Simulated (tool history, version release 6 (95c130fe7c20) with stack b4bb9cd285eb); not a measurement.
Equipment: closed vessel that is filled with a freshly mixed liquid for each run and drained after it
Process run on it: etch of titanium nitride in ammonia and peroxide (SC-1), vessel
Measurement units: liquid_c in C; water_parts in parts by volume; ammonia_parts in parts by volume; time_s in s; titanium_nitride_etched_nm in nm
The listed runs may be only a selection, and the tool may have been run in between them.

{"run": 1, "hour": 0.0, "liquid_c": 50, "water_parts": 7.5, "ammonia_parts": 0.5, "time_s": 50, "titanium_nitride_etched_nm": 6.1651}
{"run": 2, "hour": 1.5, "liquid_c": 50, "water_parts": 6.0, "ammonia_parts": 0.5, "time_s": 50, "titanium_nitride_etched_nm": 6.9858}
{"run": 3, "hour": 8.2, "liquid_c": 45, "water_parts": 6.0, "ammonia_parts": 0.5, "time_s": 50, "titanium_nitride_etched_nm": 4.815}
{"run": 4, "hour": 12.4, "liquid_c": 46, "water_parts": 6.0, "ammonia_parts": 0.5, "time_s": 50, "titanium_nitride_etched_nm": 5.2479}
{"run": 5, "hour": 18.4, "liquid_c": 46, "water_parts": 6.0, "ammonia_parts": 0.5, "time_s": 50, "titanium_nitride_etched_nm": 5.1916}
{"run": 6, "hour": 23.9, "liquid_c": 46, "water_parts": 7.5, "ammonia_parts": 0.5, "time_s": 50, "titanium_nitride_etched_nm": 4.6615}
{"run": 7, "hour": 26.6, "liquid_c": 47, "water_parts": 7.5, "ammonia_parts": 0.5, "time_s": 50, "titanium_nitride_etched_nm": 5.0191}
{"run": 8, "hour": 35.2, "liquid_c": 48, "water_parts": 7.5, "ammonia_parts": 0.5, "time_s": 50, "titanium_nitride_etched_nm": 5.3777}

Run 9 comes next. What will it give?
{"run": 9, "hour": 43.7, "liquid_c": 49, "water_parts": 7.5, "ammonia_parts": 0.5, "time_s": 50, "titanium_nitride_etched_nm": "?"}

titanium_nitride_etched_nm: 5.7592 nm
